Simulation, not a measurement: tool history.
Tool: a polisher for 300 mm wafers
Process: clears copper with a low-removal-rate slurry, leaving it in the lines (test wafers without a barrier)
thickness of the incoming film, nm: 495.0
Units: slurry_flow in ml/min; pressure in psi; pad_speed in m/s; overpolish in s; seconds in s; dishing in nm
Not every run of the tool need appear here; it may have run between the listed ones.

run 1 hour=0 | slurry_flow=135 pressure=3.6 pad_speed=0.98 slurry_solids=1 overpolish=16 | seconds=130.04 dishing=37.471
run 2 hour=6.6 | slurry_flow=135 pressure=3.6 pad_speed=0.98 slurry_solids=0.8 overpolish=16 | seconds=132.76 dishing=38.882
run 3 hour=13.2 | slurry_flow=135 pressure=4.1 pad_speed=0.98 slurry_solids=0.8 overpolish=16 | seconds=119.75 dishing=40.026
run 4 hour=16.5 | slurry_flow=115 pressure=4.1 pad_speed=0.98 slurry_solids=0.8 overpolish=16 | seconds=127.89 dishing=39.526
run 5 hour=19.2 | slurry_flow=115 pressure=3.8 pad_speed=0.98 slurry_solids=0.8 overpolish=16 | seconds=131.63 dishing=37.827
run 6 hour=27.9 | slurry_flow=115 pressure=3.8 pad_speed=0.82 slurry_solids=0.8 overpolish=16 | seconds=160.37 dishing=32.786
run 7 hour=28.6 | slurry_flow=140 pressure=4.4 pad_speed=0.82 slurry_solids=0.8 overpolish=15 | seconds=134.28 dishing=35.224
run 8 hour=30 | slurry_flow=155 pressure=4.8 pad_speed=0.84 slurry_solids=0.8 overpolish=14 | seconds=121.48 dishing=38.036
run 9 hour=33.8 | slurry_flow=165 pressure=5.1 pad_speed=0.88 slurry_solids=0.8 overpolish=13 | seconds=110.03 dishing=38.175

Run 10 is up next; what results do you expect?
run 10 hour=41.5 | slurry_flow=165 pressure=5.7 pad_speed=1.02 slurry_solids=0.8 overpolish=11 | seconds=? dishing=?

seconds: 88.169 s
dishing: 39.469 nm

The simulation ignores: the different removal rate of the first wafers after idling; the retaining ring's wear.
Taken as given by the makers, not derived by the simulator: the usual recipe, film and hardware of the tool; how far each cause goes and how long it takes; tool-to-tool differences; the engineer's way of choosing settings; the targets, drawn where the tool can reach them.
